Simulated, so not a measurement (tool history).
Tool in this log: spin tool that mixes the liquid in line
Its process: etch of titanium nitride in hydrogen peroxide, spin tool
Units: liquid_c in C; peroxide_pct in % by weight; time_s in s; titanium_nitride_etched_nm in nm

run 1 hour=0.0 | liquid_c=48.0 peroxide_pct=24 time_s=85 | titanium_nitride_etched_nm=2.9070
run 2 hour=2.7 | liquid_c=48.0 peroxide_pct=24 time_s=85 | titanium_nitride_etched_nm=2.9074
run 3 hour=6.2 | liquid_c=43.5 peroxide_pct=24 time_s=85 | titanium_nitride_etched_nm=2.0369
run 4 hour=14.1 | liquid_c=41.0 peroxide_pct=24 time_s=85 | titanium_nitride_etched_nm=1.7403
run 5 hour=18.5 | liquid_c=41.0 peroxide_pct=29 time_s=85 | titanium_nitride_etched_nm=1.7964
run 6 hour=23.2 | liquid_c=39.0 peroxide_pct=29 time_s=85 | titanium_nitride_etched_nm=1.5205
run 7 hour=27.6 | liquid_c=37.5 peroxide_pct=29 time_s=85 | titanium_nitride_etched_nm=1.3542
run 8 hour=32.9 | liquid_c=36.5 peroxide_pct=29 time_s=85 | titanium_nitride_etched_nm=1.2715
run 9 hour=39.9 | liquid_c=36.0 peroxide_pct=29 time_s=85 | titanium_nitride_etched_nm=1.2225

Run 10 comes next. What will it give?
run 10 hour=43.7 | liquid_c=36.0 peroxide_pct=29 time_s=85 | titanium_nitride_etched_nm=?

Run 10 produced titanium_nitride_etched_nm 1.2165 nm.
